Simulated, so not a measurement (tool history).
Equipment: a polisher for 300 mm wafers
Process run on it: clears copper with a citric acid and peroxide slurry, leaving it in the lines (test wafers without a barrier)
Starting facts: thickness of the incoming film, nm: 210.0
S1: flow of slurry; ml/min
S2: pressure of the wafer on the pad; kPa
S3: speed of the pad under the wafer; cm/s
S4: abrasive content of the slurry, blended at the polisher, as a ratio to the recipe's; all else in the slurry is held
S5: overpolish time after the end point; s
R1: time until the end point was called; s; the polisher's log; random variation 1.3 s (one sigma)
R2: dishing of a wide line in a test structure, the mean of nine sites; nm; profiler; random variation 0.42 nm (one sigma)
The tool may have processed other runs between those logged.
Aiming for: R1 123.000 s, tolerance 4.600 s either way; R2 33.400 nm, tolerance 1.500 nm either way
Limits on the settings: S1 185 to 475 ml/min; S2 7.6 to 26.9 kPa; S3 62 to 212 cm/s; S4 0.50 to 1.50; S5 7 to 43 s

run 1 hour=0.0 | S1=305 S2=17.2 S3=136 S4=1.00 S5=22 | R1=82.731 R2=36.852
run 2 hour=1.8 | S1=305 S2=20.7 S3=136 S4=1.00 S5=22 | R1=69.364 R2=42.837
run 3 hour=9.3 | S1=305 S2=18.6 S3=136 S4=1.00 S5=23 | R1=79.224 R2=41.180
run 4 hour=10.5 | S1=305 S2=17.2 S3=136 S4=1.00 S5=24 | R1=83.998 R2=39.649
run 5 hour=11.2 | S1=350 S2=17.2 S3=136 S4=1.00 S5=24 | R1=81.544 R2=39.862
run 6 hour=18.2 | S1=350 S2=19.3 S3=136 S4=1.00 S5=24 | R1=73.433 R2=43.896
run 7 hour=19.8 | S1=350 S2=19.3 S3=136 S4=1.00 S5=24 | R1=75.304 R2=44.444
run 8 hour=24.1 | S1=350 S2=17.2 S3=136 S4=1.00 S5=25 | R1=83.999 R2=41.543
run 9 hour=30.7 | S1=350 S2=15.9 S3=136 S4=1.00 S5=25 | R1=89.548 R2=39.680
run 10 hour=35.2 | S1=350 S2=14.5 S3=136 S4=1.00 S5=25 | R1=97.292 R2=36.243
run 11 hour=43.8 | S1=350 S2=13.8 S3=136 S4=1.00 S5=26 | R1=103.340 R2=35.764
run 12 hour=47.4 | S1=350 S2=13.1 S3=136 S4=1.00 S5=26 | R1=106.930 R2=34.940
run 13 hour=50.1 | S1=350 S2=12.4 S3=136 S4=1.00 S5=26 | R1=112.690 R2=33.232
run 14 hour=50.8 | S1=345 S2=11.7 S3=136 S4=1.00 S5=27 | R1=116.770 R2=32.108
run 15 hour=51.4 | S1=345 S2=11.7 S3=136 S4=1.00 S5=28 | R1=118.590 R2=33.464

Of the 4 settings listed for the next run, only one would bring every result within its allowed miss of target. Which one?
run A hour=52.0 | S1=430 S2=11.7 S3=122 S4=0.75 S5=32 | R1=? R2=?
run B hour=52.0 | S1=315 S2=11.7 S3=146 S4=0.95 S5=26 | R1=? R2=?
run C hour=52.0 | S1=285 S2=13.1 S3=116 S4=1.05 S5=29 | R1=? R2=?
run D hour=52.0 | S1=335 S2=13.1 S3=138 S4=0.95 S5=25 | R1=? R2=?

move=A R1=133.860 R2=33.166
move=B R1=110.850 R2=32.620
move=C R1=123.530 R2=32.899
move=D R1=105.050 R2=33.252
A: takes the biggest miss from the last run beyond its target
B: misses by more than the last run did
C: all results in spec
D: misses by more than the last run did
C is the move that brings every result within its allowed miss.

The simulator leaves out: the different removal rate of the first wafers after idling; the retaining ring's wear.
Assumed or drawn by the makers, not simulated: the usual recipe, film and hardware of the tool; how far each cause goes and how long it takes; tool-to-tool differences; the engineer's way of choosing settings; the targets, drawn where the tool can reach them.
